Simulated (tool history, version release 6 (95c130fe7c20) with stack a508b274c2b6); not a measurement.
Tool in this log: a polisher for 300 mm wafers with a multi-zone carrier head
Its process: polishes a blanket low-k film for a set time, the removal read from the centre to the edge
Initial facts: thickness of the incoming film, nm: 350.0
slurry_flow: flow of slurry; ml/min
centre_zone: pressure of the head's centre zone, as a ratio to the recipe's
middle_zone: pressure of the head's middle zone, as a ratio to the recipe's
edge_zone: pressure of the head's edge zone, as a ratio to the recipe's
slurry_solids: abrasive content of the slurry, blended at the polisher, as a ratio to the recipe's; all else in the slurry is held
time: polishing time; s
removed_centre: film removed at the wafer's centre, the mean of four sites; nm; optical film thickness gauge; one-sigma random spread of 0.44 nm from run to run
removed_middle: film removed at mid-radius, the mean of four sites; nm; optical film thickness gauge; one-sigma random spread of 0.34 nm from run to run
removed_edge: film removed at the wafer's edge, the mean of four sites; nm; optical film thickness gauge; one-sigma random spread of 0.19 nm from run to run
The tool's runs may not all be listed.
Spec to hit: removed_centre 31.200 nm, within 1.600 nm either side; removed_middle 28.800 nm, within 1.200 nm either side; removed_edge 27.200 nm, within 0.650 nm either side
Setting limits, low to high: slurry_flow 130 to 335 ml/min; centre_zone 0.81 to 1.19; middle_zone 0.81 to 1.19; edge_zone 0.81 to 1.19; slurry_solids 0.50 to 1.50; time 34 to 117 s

run	day	slurry_flow	centre_zone	middle_zone	edge_zone	slurry_solids	time	removed_centre	removed_middle	removed_edge
1	0.000	215	1.00	1.00	1.00	1.00	75	17.624	18.429	17.395
2	0.154	215	1.00	1.00	1.06	1.00	75	17.738	18.405	17.811
3	0.208	215	1.00	1.00	1.06	1.00	90	21.231	22.227	21.274
4	0.371	225	1.04	1.01	1.08	1.10	90	23.061	23.307	22.896
5	0.546	225	1.04	1.01	1.00	1.10	90	23.282	22.989	21.678
6	0.712	225	1.04	1.01	1.00	1.10	99	25.186	25.710	23.876
7	0.975	235	1.08	1.03	1.03	1.10	99	26.037	26.183	24.372
8	1.346	235	1.08	1.03	1.03	1.10	99	26.431	26.191	24.449
9	1.562	245	1.11	1.04	1.05	1.15	99	27.857	26.748	25.261
10	1.821	250	1.13	1.05	1.07	1.20	99	29.400	27.398	26.046
11	1.917	255	1.14	1.06	1.08	1.20	99	29.262	27.500	26.423

Exercise: of the 5 proposed moves below, exactly one satisfies all targets within the stated allowed misses. Which move is it?
A	2.012	285	1.09	0.98	1.19	1.20	95	?	?	?
B	2.012	280	1.09	0.99	1.16	1.35	91	?	?	?
C	2.012	240	0.98	1.12	1.10	1.15	104	?	?	?
D	2.012	225	1.01	1.06	1.15	1.45	97	?	?	?
E	2.012	225	1.17	1.07	1.11	1.35	98	?	?	?

move	removed_centre	removed_middle	removed_edge
A	27.633	25.268	26.642
B	27.714	25.564	26.378
C	26.126	29.845	27.037
D	27.311	28.905	28.168
E	31.137	28.623	27.191
A: misses by more than the last run did
B: misses by more than the last run did
C: misses by more than the last run did
D: misses by more than the last run did
E: each result inside its tolerance
E meets every target.
